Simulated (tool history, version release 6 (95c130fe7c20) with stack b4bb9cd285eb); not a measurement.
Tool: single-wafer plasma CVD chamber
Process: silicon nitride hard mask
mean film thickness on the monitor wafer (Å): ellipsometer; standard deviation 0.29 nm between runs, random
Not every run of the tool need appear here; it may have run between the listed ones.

run	hour	heater temperature setpoint (°C)	chamber pressure (Pa)	RF power (kW)	deposition time (s)	mean film thickness on the monitor wafer (Å)
1	0.0	415	199	0.340	66.9	799.23
2	6.6	415	173	0.340	66.9	778.53
3	10.6	420	163	0.320	66.9	719.44
4	16.8	422	153	0.305	66.9	685.31
5	24.3	432	153	0.305	66.9	676.53
6	30.9	432	147	0.295	66.9	652.75
7	34.6	432	141	0.285	66.9	623.42
8	39.8	432	137	0.280	66.9	611.50
9	43.1	432	133	0.275	66.9	587.34

Estimate the outcome of run 10 from the log above:
10	46.7	432	131	0.275	66.9	?

{"run 10": {"mean film thickness on the monitor wafer (Å)": 590.1}}
